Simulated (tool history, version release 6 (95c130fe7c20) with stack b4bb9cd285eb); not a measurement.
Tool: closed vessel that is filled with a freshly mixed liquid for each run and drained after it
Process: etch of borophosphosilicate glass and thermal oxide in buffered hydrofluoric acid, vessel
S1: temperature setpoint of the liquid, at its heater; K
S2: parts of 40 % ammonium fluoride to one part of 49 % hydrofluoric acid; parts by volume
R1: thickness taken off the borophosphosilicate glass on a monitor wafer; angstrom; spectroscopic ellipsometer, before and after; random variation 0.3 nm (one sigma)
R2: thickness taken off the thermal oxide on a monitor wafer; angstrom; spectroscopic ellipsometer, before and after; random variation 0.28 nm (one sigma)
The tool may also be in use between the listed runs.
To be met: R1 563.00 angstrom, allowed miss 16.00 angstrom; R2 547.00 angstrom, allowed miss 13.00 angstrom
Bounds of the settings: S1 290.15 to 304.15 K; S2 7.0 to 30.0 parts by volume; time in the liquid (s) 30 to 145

run 1 hour=0.0 | S1=296.15 S2=19.0 time_in_the_liquid_(s)=75 | R1=448.32 R2=433.95
run 2 hour=1.3 | S1=294.15 S2=19.0 time_in_the_liquid_(s)=75 | R1=404.48 R2=385.87
run 3 hour=9.6 | S1=294.15 S2=19.0 time_in_the_liquid_(s)=55 | R1=295.57 R2=288.28
run 4 hour=15.9 | S1=296.65 S2=18.5 time_in_the_liquid_(s)=55 | R1=347.27 R2=337.91
run 5 hour=17.2 | S1=296.65 S2=18.5 time_in_the_liquid_(s)=45 | R1=283.85 R2=275.91
run 6 hour=20.3 | S1=296.65 S2=23.5 time_in_the_liquid_(s)=45 | R1=236.34 R2=229.59
run 7 hour=22.0 | S1=298.65 S2=20.5 time_in_the_liquid_(s)=45 | R1=287.86 R2=280.28
run 8 hour=24.4 | S1=300.15 S2=17.5 time_in_the_liquid_(s)=45 | R1=363.18 R2=352.69
run 9 hour=32.0 | S1=301.15 S2=16.0 time_in_the_liquid_(s)=45 | R1=420.19 R2=405.22
run 10 hour=37.1 | S1=304.15 S2=13.0 time_in_the_liquid_(s)=45 | R1=599.48 R2=585.45
run 11 hour=45.6 | S1=303.65 S2=13.0 time_in_the_liquid_(s)=45 | R1=587.01 R2=570.50

Which of these 4 next moves meets every target?
run A hour=54.1 | S1=290.15 S2=7.0 time_in_the_liquid_(s)=55 | R1=? R2=?
run B hour=54.1 | S1=302.65 S2=17.0 time_in_the_liquid_(s)=60 | R1=? R2=?
run C hour=54.1 | S1=293.15 S2=7.0 time_in_the_liquid_(s)=45 | R1=? R2=?
run D hour=54.1 | S1=301.65 S2=11.0 time_in_the_liquid_(s)=45 | R1=? R2=?

move=A R1=622.20 R2=603.61
move=B R1=562.69 R2=554.35
move=C R1=601.44 R2=585.06
move=D R1=614.35 R2=603.80
A: further off than the last run
B: meets every target
C: further off than the last run
D: further off than the last run
Answer: B
